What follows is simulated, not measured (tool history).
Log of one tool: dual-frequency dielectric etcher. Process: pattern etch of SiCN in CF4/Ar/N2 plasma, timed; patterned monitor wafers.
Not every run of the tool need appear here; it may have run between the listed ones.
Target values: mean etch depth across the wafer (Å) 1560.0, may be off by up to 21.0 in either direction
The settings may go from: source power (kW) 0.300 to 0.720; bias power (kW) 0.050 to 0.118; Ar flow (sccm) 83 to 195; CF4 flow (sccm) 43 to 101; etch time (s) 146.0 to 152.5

run  hour  source power (kW)  bias power (kW)  Ar flow (sccm)  CF4 flow (sccm)  etch time (s)  mean etch depth across the wafer (Å)
  1   0.0              0.510            0.084             139               72          146.0                                1342.8
  2   3.9              0.510            0.076             139               72          146.0                                1283.2
  3   8.3              0.510            0.082             139               72          146.0                                1328.1
  4  12.4              0.520            0.082             139               72          146.0                                1349.3
  5  14.8              0.530            0.082             139               72          146.0                                1364.1
  6  22.4              0.540            0.082             139               72          146.0                                1375.5
  7  25.9              0.550            0.082             139               72          146.0                                1403.6
  8  30.8              0.560            0.082             139               72          146.0                                1422.0

Which one of the following 5 next-run settings gets every result inside its allowed miss? There is exactly one.
  A  35.7              0.590            0.082             147               78          147.0                                     ?
  B  35.7              0.620            0.080             129               67          151.0                                     ?
  C  35.7              0.530            0.079             136               73          147.5                                     ?
  D  35.7              0.550            0.076             138               69          149.0                                     ?
  E  35.7              0.520            0.076             141               77          149.5                                     ?

move  mean etch depth across the wafer (Å)
   A                                1493.2
   B                                1567.6
   C                                1363.3
   D                                1380.6
   E                                1346.3
A: nearer the targets than the last run, but a result is still out of spec
B: in spec on every target
C: lands further from the targets than the last run did
D: lands further from the targets than the last run did
E: lands further from the targets than the last run did
Correct choice: B, which meets every target
